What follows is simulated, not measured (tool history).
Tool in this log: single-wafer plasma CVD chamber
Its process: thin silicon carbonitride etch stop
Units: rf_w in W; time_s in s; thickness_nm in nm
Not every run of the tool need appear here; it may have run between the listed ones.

| run | hour | rf_w | time_s | thickness_nm |
|---|---|---|---|---|
| 1 | 0 | 270 | 22.1 | 13.052 |
| 2 | 2.9 | 280 | 22.9 | 13.769 |
| 3 | 4.6 | 295 | 22.9 | 14.115 |
| 4 | 7.3 | 295 | 21.2 | 12.973 |
|  | 15.9 | thermocouple changed; heater temperature recalibrated |
| 5 | 15.9 | 305 | 21.9 | 13.646 |
| 6 | 22.8 | 315 | 22.4 | 14.148 |
| 7 | 24 | 320 | 22.8 | 14.522 |

Forecast run 8:
| 8 | 27.3 | 325 | 23.1 | ? |

{"run 8": {"thickness_nm": 14.774}}
